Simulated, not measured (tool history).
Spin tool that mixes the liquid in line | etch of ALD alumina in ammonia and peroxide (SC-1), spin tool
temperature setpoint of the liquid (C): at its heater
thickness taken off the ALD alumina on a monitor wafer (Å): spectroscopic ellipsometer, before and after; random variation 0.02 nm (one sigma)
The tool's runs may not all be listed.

run  hour  temperature setpoint of the liquid (C)  parts of 29 % ammonia solution to one part of 30 % peroxide (parts by volume)  time under the liquid (s)  thickness taken off the ALD alumina on a monitor wafer (Å)
  1     0                                      61                                                                            0.9                         35                                                      31.654
  2   8.1                                      61                                                                            0.7                         35                                                      31.107
  3  15.3                                      61                                                                            0.7                         25                                                      22.061
  4  22.4                                      60                                                                            0.7                         25                                                      20.397
  5  27.7                                      60                                                                            0.7                         35                                                       29.07
  6  28.9                                      60                                                                            0.7                         35                                                       29.21
  7  30.3                                      59                                                                            0.7                         35                                                      27.498
  8  32.2                                      58                                                                            0.7                         35                                                      25.864
  9  34.9                                    57.5                                                                            0.7                         35                                                      25.472

Run 10 comes next. What will it give?
 10  38.2                                      52                                                                            0.7                         35                                                           ?

{"run 10": {"thickness taken off the ALD alumina on a monitor wafer (Å)": 18.718}}
